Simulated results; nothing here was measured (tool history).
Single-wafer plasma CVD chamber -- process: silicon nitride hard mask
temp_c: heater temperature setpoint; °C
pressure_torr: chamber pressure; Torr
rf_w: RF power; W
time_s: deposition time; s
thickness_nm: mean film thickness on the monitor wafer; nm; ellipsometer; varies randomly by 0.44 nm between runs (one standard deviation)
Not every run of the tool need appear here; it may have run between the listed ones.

{"run": 1, "hour": 0.0, "temp_c": 390, "pressure_torr": 2.06, "rf_w": 290, "time_s": 65, "thickness_nm": 78.753}
{"run": 2, "hour": 6.6, "temp_c": 390, "pressure_torr": 2.19, "rf_w": 295, "time_s": 65, "thickness_nm": 81.44}
{"run": 3, "hour": 15.0, "temp_c": 390, "pressure_torr": 2.43, "rf_w": 295, "time_s": 65, "thickness_nm": 84.368}
{"run": 4, "hour": 23.5, "temp_c": 390, "pressure_torr": 2.43, "rf_w": 335, "time_s": 65, "thickness_nm": 93.64}
{"run": 5, "hour": 31.3, "temp_c": 390, "pressure_torr": 2.4, "rf_w": 335, "time_s": 65, "thickness_nm": 93.616}
{"run": 6, "hour": 35.9, "temp_c": 390, "pressure_torr": 2.4, "rf_w": 310, "time_s": 65, "thickness_nm": 87.793}
{"run": 7, "hour": 40.8, "temp_c": 390, "pressure_torr": 2.44, "rf_w": 310, "time_s": 65, "thickness_nm": 87.997}
{"run": 8, "hour": 41.9, "temp_c": 390, "pressure_torr": 2.44, "rf_w": 310, "time_s": 65, "thickness_nm": 88.098}
{"run": 9, "hour": 44.8, "temp_c": 390, "pressure_torr": 2.48, "rf_w": 310, "time_s": 65, "thickness_nm": 88.471}

Run 10 is up next; what results do you expect?
{"run": 10, "hour": 46.9, "temp_c": 390, "pressure_torr": 2.51, "rf_w": 310, "time_s": 65, "thickness_nm": "?"}

{"run 10": {"thickness_nm": 88.816}}
